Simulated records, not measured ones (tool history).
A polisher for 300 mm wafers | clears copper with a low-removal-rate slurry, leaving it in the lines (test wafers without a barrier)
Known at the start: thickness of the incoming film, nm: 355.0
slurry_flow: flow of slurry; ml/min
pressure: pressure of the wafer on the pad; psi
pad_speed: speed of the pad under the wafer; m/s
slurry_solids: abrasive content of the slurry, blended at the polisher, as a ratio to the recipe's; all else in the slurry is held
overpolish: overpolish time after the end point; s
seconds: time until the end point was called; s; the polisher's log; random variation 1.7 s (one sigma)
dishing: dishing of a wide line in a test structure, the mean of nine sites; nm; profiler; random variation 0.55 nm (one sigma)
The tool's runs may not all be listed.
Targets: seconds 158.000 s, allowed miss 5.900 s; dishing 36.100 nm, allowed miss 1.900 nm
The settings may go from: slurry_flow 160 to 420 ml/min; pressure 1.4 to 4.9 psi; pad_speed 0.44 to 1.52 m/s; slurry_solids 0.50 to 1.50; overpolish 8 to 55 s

run	hour	slurry_flow	pressure	pad_speed	slurry_solids	overpolish	seconds	dishing
1	0.0	270	3.1	0.98	1.00	28	110.300	58.689
2	4.9	270	3.6	0.98	1.00	28	95.982	66.109
3	7.3	235	3.6	0.98	1.00	28	96.689	66.454
4	11.5	235	3.3	0.98	1.00	27	105.580	57.568
5	14.9	235	3.3	0.98	1.00	38	104.110	75.798
# hour 15.5: head pressure recalibrated
6	15.5	235	3.7	0.98	1.00	38	103.690	75.978
7	18.3	235	3.3	0.94	1.00	35	121.360	63.260
8	23.8	230	3.1	0.94	1.00	33	129.280	57.078
9	26.5	225	3.0	0.94	1.00	31	131.880	52.617
10	35.2	220	2.9	0.94	1.00	29	136.490	48.257
11	37.8	225	2.4	0.94	1.00	22	163.930	32.255
12	39.4	230	2.4	0.94	1.00	22	166.940	33.150
13	41.2	235	2.4	0.94	1.00	22	163.430	33.009
14	47.5	240	2.4	0.94	1.00	22	159.560	33.012

Which of these 5 next moves meets every target?
A	53.8	245	2.2	1.02	1.00	20	?	?
B	53.8	265	2.3	1.04	0.95	19	?	?
C	53.8	215	2.1	1.08	1.10	21	?	?
D	53.8	215	2.4	1.04	0.95	20	?	?
E	53.8	325	2.2	1.04	1.05	24	?	?

move	seconds	dishing
A	167.370	29.551
B	158.370	29.721
C	165.670	31.054
D	155.090	31.752
E	159.170	36.210
A: further off than the last run
B: further off than the last run
C: further off than the last run
D: further off than the last run
E: meets every target
Move E is the one to make.

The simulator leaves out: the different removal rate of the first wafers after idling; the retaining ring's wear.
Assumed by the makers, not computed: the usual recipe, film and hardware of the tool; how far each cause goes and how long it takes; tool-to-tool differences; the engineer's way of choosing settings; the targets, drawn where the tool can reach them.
